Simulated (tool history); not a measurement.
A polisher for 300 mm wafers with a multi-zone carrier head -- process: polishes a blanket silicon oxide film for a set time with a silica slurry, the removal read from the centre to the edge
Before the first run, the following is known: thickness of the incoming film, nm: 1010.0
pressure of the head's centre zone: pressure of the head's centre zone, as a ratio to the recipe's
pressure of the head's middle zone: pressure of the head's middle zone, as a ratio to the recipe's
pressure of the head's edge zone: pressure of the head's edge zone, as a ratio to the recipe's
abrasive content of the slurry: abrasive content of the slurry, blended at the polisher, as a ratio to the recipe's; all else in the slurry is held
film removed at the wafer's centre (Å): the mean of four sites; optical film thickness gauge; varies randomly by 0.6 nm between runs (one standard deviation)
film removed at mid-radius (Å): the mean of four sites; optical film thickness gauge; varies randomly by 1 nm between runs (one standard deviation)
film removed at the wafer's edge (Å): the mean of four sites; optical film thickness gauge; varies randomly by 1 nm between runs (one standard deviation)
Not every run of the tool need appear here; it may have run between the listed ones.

run,hour,flow of slurry (ml/min),pressure of the head's centre zone,pressure of the head's middle zone,pressure of the head's edge zone,abrasive content of the slurry,polishing time (s),film removed at the wafer's centre (Å),film removed at mid-radius (Å),film removed at the wafer's edge (Å)
1,0,305,1,1,1,1,37,1129.2,1168.9,1194.5
2,0.7,305,1,1,1.03,1,37,1107.7,1185.1,1211.2
3,4.2,305,1,1.08,1.03,1,37,1111.5,1285.1,1195.1
4,8.5,305,1,1.08,1.03,0.85,37,1023.3,1151.6,1119.8
5,14.4,335,1,1.08,1.03,0.85,37,1021.9,1153.7,1079.4
6,16.1,340,0.99,1.06,1.02,0.8,37,964.95,1078.8,1069.9
7,21.4,345,0.99,1.05,1,0.75,37,933.79,1033.4,1006.5
8,27.1,345,0.98,1.03,0.98,0.75,37,914.93,1029.9,1002.7
9,33.5,345,0.98,1.01,0.97,0.75,37,914.02,996.54,998.48
10,38.1,325,0.91,0.91,0.87,0.55,37,648.09,700.12,725.4
11,46.3,330,0.92,0.91,0.89,0.55,37,658.78,708.69,733.63
12,49.2,335,0.93,0.91,0.91,0.55,37,674.47,707.52,732.95
13,52.3,330,0.93,0.92,0.94,0.55,37,671.56,713.8,761.22
# hour 57.9: centre zone pressure recalibrated
14,57.9,335,0.94,0.92,0.95,0.55,37,710.48,713.9,755.17

Run 15 comes next. What will it give?
15,64.2,335,0.94,0.93,0.97,0.55,37,?,?,?

film removed at the wafer's centre (Å): 710.57
film removed at mid-radius (Å): 717.09
film removed at the wafer's edge (Å): 769.4

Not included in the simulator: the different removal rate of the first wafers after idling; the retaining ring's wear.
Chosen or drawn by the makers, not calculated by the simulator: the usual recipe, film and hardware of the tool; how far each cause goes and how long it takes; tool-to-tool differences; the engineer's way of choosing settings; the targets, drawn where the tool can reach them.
